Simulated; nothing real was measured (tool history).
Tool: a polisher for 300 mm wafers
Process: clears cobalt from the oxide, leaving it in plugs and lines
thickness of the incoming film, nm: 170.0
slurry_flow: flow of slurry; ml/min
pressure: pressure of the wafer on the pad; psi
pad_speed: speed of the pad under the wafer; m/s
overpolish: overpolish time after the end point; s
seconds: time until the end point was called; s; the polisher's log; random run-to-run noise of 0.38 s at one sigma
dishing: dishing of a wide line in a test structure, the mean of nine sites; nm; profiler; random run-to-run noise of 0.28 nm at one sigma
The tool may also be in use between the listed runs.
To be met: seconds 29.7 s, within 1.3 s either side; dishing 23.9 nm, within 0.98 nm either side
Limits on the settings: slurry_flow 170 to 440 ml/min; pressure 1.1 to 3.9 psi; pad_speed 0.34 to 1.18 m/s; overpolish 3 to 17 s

run	hour	slurry_flow	pressure	pad_speed	overpolish	seconds	dishing
1	0	280	2.5	0.76	9	37.177	27.408
2	7.3	235	2.5	0.76	9	37.148	26.831
3	9.5	235	2.6	0.76	8	36.191	25.29
4	10.7	235	2.7	0.76	7	34.444	23.807
5	17.8	235	3.1	0.76	7	30.32	25.373
6	19.6	235	2.5	0.76	7	38.049	22.769
7	27.4	235	2.7	0.76	7	34.195	23.991
8	33.2	235	2.8	0.76	7	33.703	24.324
9	35.8	240	3.2	0.76	5	29.201	20.762

Which of these 4 next moves meets every target?
A	38.4	285	3.2	0.72	5	?	?
B	38.4	220	3.2	0.84	5	?	?
C	38.4	225	3.2	0.7	8	?	?
D	38.4	315	3.6	0.64	6	?	?

move	seconds	dishing
A	30.306	20.518
B	26.743	22.373
C	31.844	27.023
D	30.069	23.387
A: its largest miss is bigger than the last run's
B: gains on the last run, yet a result remains outside its allowed miss
C: carries the result that was furthest off beyond its target, to the other side
D: in spec on every target
Correct choice: D, which meets every target
